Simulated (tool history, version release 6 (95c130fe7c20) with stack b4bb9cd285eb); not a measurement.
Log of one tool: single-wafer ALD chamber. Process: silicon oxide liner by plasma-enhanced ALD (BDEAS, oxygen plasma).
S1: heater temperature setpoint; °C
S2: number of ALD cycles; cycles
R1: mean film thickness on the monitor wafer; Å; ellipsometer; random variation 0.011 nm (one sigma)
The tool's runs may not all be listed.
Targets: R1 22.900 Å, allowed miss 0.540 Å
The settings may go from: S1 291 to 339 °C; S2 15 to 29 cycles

run 1 hour=0.0 | S1=315 S2=22 | R1=19.759
run 2 hour=5.9 | S1=309 S2=22 | R1=19.929
run 3 hour=6.6 | S1=304 S2=22 | R1=20.107
run 4 hour=12.4 | S1=304 S2=21 | R1=19.199
run 5 hour=19.7 | S1=311 S2=21 | R1=19.124
run 6 hour=25.5 | S1=306 S2=21 | R1=19.129
-- hour=31.4 thermocouple changed; heater temperature recalibrated
run 7 hour=31.4 | S1=306 S2=22 | R1=20.087
run 8 hour=36.6 | S1=306 S2=23 | R1=20.959
run 9 hour=43.7 | S1=306 S2=24 | R1=21.993

4 next moves are on the table. One of them brings every result within its allowed miss. Which?
run A hour=50.8 | S1=308 S2=22 | R1=?
run B hour=50.8 | S1=298 S2=26 | R1=?
run C hour=50.8 | S1=291 S2=24 | R1=?
run D hour=50.8 | S1=304 S2=26 | R1=?

move=A R1=20.156
move=B R1=24.230
move=C R1=22.920
move=D R1=23.951
A: further off than the last run
B: takes the result that was furthest off past its target
C: meets every target
D: takes the result that was furthest off past its target
Answer: C

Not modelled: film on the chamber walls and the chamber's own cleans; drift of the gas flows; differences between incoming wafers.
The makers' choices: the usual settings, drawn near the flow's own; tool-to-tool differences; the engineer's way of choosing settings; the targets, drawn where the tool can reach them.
